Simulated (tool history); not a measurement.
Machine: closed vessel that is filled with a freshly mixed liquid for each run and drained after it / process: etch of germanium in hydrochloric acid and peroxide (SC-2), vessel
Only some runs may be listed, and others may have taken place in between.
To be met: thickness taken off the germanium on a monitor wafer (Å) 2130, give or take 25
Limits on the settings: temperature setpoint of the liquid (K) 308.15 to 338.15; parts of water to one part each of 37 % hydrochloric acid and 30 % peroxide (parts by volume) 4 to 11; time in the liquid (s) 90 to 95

run,day,temperature setpoint of the liquid (K),parts of water to one part each of 37 % hydrochloric acid and 30 % peroxide (parts by volume),time in the liquid (s),thickness taken off the germanium on a monitor wafer (Å)
1,0,322.15,6,90,2679.4
2,0.1,322.15,4,90,2717.1
3,0.304,322.15,4,90,2713.7
4,0.546,322.15,4,90,2728.7
5,0.908,322.15,4,95,2886.9
6,0.988,319.65,4,95,2661.4
7,1.275,318.15,4,95,2515.3
8,1.346,317.15,4,95,2437.4
9,1.592,316.15,4,95,2355.1
# day 1.675: new drum of peroxide connected
10,1.675,315.65,4,95,2312.4
11,1.75,315.15,4,95,2265.7
12,1.871,314.65,4,95,2252
13,2.246,314.15,4,95,2191.4
14,2.492,313.65,4,95,2159.3

Consider the 4 candidate settings below. Which is the only one whose results all fall within their allowed miss of target?
A,2.738,312.15,4,95,?
B,2.738,315.65,6.5,90,?
C,2.738,312.65,4,95,?
D,2.738,314.65,4.5,90,?

move,thickness taken off the germanium on a monitor wafer (Å)
A,2053
B,2172.4
C,2089
D,2118.7
A: the result that was furthest off in the last run now lies on the other side of its target
B: further off than the last run
C: the result that was furthest off in the last run now lies on the other side of its target
D: in spec on every target
The move that meets every target is D.
